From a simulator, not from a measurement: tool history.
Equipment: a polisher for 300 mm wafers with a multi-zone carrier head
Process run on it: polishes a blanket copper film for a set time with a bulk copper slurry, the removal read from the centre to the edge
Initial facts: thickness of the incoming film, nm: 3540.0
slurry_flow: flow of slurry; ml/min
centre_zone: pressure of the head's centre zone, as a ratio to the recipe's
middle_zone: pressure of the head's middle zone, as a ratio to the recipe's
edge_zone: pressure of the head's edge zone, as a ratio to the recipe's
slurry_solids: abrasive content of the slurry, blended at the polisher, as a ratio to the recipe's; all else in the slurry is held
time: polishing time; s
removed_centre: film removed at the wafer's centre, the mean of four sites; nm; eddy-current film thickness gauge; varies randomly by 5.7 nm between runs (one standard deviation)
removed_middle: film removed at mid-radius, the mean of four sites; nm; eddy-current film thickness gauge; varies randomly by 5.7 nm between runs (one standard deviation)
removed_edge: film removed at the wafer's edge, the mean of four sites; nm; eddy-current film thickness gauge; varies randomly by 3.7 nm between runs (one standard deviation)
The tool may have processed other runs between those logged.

| run | hour | slurry_flow | centre_zone | middle_zone | edge_zone | slurry_solids | time | removed_centre | removed_middle | removed_edge |
|---|---|---|---|---|---|---|---|---|---|---|
| 1 | 0 | 285 | 1 | 1 | 1 | 1 | 55 | 620.97 | 623.34 | 624.02 |
| 2 | 7.9 | 275 | 0.96 | 0.97 | 0.97 | 0.9 | 55 | 571.91 | 589.18 | 598.87 |
| 3 | 16.8 | 275 | 0.96 | 0.97 | 0.97 | 1.1 | 55 | 612.05 | 627.95 | 635.22 |
| 4 | 22.7 | 235 | 0.96 | 0.97 | 0.97 | 1.1 | 55 | 615.28 | 614.3 | 626.45 |
| 5 | 29.1 | 190 | 0.96 | 0.97 | 0.97 | 1.1 | 55 | 598.69 | 596.34 | 607.99 |
| 6 | 33 | 190 | 0.96 | 0.97 | 0.89 | 1.1 | 55 | 601.07 | 588.34 | 593.51 |

Run 7, settings as shown, results not yet in. Your forecast:
| 7 | 34.6 | 190 | 0.93 | 0.96 | 0.89 | 1 | 55 | ? | ? | ? |

removed_centre: 557.95 nm
removed_middle: 577.38 nm
removed_edge: 571.02 nm
